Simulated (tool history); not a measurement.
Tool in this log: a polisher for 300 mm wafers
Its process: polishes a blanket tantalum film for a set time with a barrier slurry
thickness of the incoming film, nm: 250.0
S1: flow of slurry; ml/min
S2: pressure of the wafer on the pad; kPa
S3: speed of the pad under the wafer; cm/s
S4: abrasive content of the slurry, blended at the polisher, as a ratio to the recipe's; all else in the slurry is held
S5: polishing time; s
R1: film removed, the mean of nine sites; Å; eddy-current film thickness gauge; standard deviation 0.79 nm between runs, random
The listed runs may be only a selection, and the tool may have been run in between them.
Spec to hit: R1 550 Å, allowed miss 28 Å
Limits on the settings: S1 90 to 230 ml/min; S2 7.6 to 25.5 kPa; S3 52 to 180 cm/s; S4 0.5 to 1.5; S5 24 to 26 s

run	day	S1	S2	S3	S4	S5	R1
1	0	150	16.5	116	1	26	680.62
2	0.171	150	16.5	116	1	24	613.24
3	0.2	150	16.5	116	1	24	619.4
4	0.312	150	15.9	116	1	24	597.32
# day 0.504: head pressure recalibrated
5	0.504	180	15.9	116	1	24	645.45
6	0.604	170	15.2	116	1	24	599.28
7	0.938	165	15.2	116	1	24	623.74
8	1.212	160	14.5	116	1	24	584.26
9	1.558	155	14.5	116	1	24	587.21

Pick the move, out of 5, that brings all results within their allowed miss; only one does.
A	1.904	135	16.5	112	1.1	24	?
B	1.904	140	11	128	1.15	26	?
C	1.904	155	15.9	90	1	24	?
D	1.904	175	16.5	84	0.95	24	?
E	1.904	175	11.7	106	1.05	26	?

move	R1
A	649.03
B	552.31
C	502.94
D	492.3
E	493.55
A: misses by more than the last run did
B: each result inside its tolerance
C: carries the result that was furthest off beyond its target, to the other side
D: carries the result that was furthest off beyond its target, to the other side
E: carries the result that was furthest off beyond its target, to the other side
B is the move that brings every result within its allowed miss.
